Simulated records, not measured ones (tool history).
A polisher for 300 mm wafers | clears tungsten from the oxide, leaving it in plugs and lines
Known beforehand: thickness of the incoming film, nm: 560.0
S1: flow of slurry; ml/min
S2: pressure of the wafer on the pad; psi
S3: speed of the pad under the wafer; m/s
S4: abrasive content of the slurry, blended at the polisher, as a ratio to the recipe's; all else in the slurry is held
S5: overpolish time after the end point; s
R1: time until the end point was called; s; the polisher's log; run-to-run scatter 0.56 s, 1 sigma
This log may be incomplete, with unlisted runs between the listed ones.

run 1 hour=0 | S1=255 S2=4.4 S3=1.34 S4=1 S5=12 | R1=75.251
run 2 hour=5.7 | S1=255 S2=4.4 S3=1.54 S4=1 S5=12 | R1=64.289
run 3 hour=6.9 | S1=255 S2=4.4 S3=1.54 S4=1.15 S5=12 | R1=63.264
run 4 hour=15.6 | S1=255 S2=4.8 S3=1.56 S4=1.15 S5=12 | R1=58.739
-- hour=17 head pressure recalibrated
run 5 hour=17 | S1=255 S2=5.2 S3=1.58 S4=1.15 S5=12 | R1=58.841
run 6 hour=25.1 | S1=225 S2=5.2 S3=1.58 S4=1.15 S5=12 | R1=59.736
run 7 hour=25.8 | S1=225 S2=6.4 S3=1.62 S4=1.15 S5=12 | R1=49.09

Run 8, settings as shown, results not yet in. Your forecast:
run 8 hour=32.3 | S1=235 S2=6.5 S3=1.64 S4=1.15 S5=12 | R1=?

R1: 46.712 s
